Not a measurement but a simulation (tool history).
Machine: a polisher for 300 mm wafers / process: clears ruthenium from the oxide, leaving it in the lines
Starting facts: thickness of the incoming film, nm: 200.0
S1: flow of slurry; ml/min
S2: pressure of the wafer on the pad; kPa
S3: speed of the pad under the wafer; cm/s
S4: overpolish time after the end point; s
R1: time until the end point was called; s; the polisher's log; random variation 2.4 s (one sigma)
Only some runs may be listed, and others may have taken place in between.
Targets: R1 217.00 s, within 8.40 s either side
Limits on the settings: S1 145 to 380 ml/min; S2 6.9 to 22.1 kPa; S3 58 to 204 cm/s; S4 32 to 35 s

Run 1, hour 0.0: S1 245 ml/min, S2 14.5 kPa, S3 130 cm/s, S4 32 s. Result: R1 106.27 s.
Run 2, hour 4.0: S1 245 ml/min, S2 11.0 kPa, S3 130 cm/s, S4 32 s. Result: R1 130.66 s.
Run 3, hour 7.5: S1 305 ml/min, S2 11.0 kPa, S3 130 cm/s, S4 32 s. Result: R1 130.11 s.
Run 4, hour 10.2: S1 305 ml/min, S2 9.7 kPa, S3 120 cm/s, S4 32 s. Result: R1 152.96 s.
Run 5, hour 15.7: S1 305 ml/min, S2 9.0 kPa, S3 112 cm/s, S4 32 s. Result: R1 168.65 s.
Run 6, hour 19.7: S1 305 ml/min, S2 8.3 kPa, S3 106 cm/s, S4 32 s. Result: R1 185.62 s.
Run 7, hour 27.7: S1 305 ml/min, S2 7.6 kPa, S3 102 cm/s, S4 32 s. Result: R1 200.00 s.
Run 8, hour 33.4: S1 305 ml/min, S2 7.6 kPa, S3 100 cm/s, S4 32 s. Result: R1 206.14 s.

5 candidate next runs follow, results not yet known. Just one meets every target within its allowed miss. Identify it.
Run A, hour 39.1: S1 290 ml/min, S2 6.9 kPa, S3 92 cm/s, S4 32 s. Result: R1 ?.
Run B, hour 39.1: S1 320 ml/min, S2 7.6 kPa, S3 104 cm/s, S4 32 s. Result: R1 ?.
Run C, hour 39.1: S1 195 ml/min, S2 6.9 kPa, S3 110 cm/s, S4 35 s. Result: R1 ?.
Run D, hour 39.1: S1 305 ml/min, S2 8.3 kPa, S3 96 cm/s, S4 35 s. Result: R1 ?.
Run E, hour 39.1: S1 310 ml/min, S2 7.6 kPa, S3 104 cm/s, S4 32 s. Result: R1 ?.

move      R1
   A  238.82
   B  201.26
   C  216.22
   D  204.07
   E  201.84
A: pushes the last run's worst result past its target
B: lands further from the targets than the last run did
C: meets every target
D: lands further from the targets than the last run did
E: lands further from the targets than the last run did
Move C is the one to make.
